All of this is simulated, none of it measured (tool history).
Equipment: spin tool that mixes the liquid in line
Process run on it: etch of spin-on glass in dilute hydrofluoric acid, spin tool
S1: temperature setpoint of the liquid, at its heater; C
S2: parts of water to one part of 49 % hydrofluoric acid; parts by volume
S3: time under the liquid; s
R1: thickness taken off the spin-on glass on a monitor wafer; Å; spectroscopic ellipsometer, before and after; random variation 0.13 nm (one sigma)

run 1 hour=0.0 | S1=22.0 S2=65 S3=15 | R1=79.924
run 2 hour=5.6 | S1=20.5 S2=65 S3=15 | R1=75.096
run 3 hour=6.8 | S1=22.5 S2=60 S3=15 | R1=89.032
run 4 hour=15.0 | S1=24.0 S2=60 S3=15 | R1=93.587
run 5 hour=23.1 | S1=25.5 S2=55 S3=15 | R1=110.570
run 6 hour=27.1 | S1=25.5 S2=65 S3=15 | R1=91.183

Estimate the outcome of run 7 from the log above:
-- hour=30.3 thermometer replaced
run 7 hour=30.3 | S1=26.5 S2=60 S3=15 | R1=?

R1: 110.170 Å

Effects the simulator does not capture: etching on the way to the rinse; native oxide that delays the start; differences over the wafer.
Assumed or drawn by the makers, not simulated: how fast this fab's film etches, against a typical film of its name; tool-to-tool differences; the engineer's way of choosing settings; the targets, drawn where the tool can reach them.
